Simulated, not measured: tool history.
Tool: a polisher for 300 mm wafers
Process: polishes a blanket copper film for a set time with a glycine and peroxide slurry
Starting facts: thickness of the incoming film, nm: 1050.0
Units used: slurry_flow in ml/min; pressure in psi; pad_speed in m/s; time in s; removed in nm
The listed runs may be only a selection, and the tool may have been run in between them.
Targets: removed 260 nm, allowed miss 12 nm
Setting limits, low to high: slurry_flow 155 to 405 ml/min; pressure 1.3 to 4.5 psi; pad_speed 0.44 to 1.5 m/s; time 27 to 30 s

run  hour  slurry_flow  pressure  pad_speed  time  removed
  1     0          260       2.9       0.96    30   197.74
  2   6.6          260         3       0.96    30   198.31
  3  11.8          260       2.7       0.96    30   189.15
  4    18          200       2.7       0.96    30   177.82
  5  22.3          200       2.7       1.14    30   207.27
  6  26.8          205       2.8       1.14    30   215.02
  7  31.4          210       2.9       1.14    30   222.19
  8  37.8          215         3       1.14    30   224.66
  9  43.3          220       3.1       1.14    30    233.6
 10  52.1          225       3.2       1.14    30   246.52

Below are 4 possible settings for the next run. Only one of them brings all results inside the allowed miss of their targets. Which is it?
  A  60.9          155       3.7        1.2    29        ?
  B  60.9          250       3.3       1.22    27        ?
  C  60.9          225       3.1       1.28    28        ?
  D  60.9          240       3.4       1.02    29        ?

move  removed
   A   263.06
   B   237.88
   C   240.99
   D   223.72
A: hits every target within its allowed miss
B: misses by more than the last run did
C: misses by more than the last run did
D: misses by more than the last run did
The move that meets every target is A.

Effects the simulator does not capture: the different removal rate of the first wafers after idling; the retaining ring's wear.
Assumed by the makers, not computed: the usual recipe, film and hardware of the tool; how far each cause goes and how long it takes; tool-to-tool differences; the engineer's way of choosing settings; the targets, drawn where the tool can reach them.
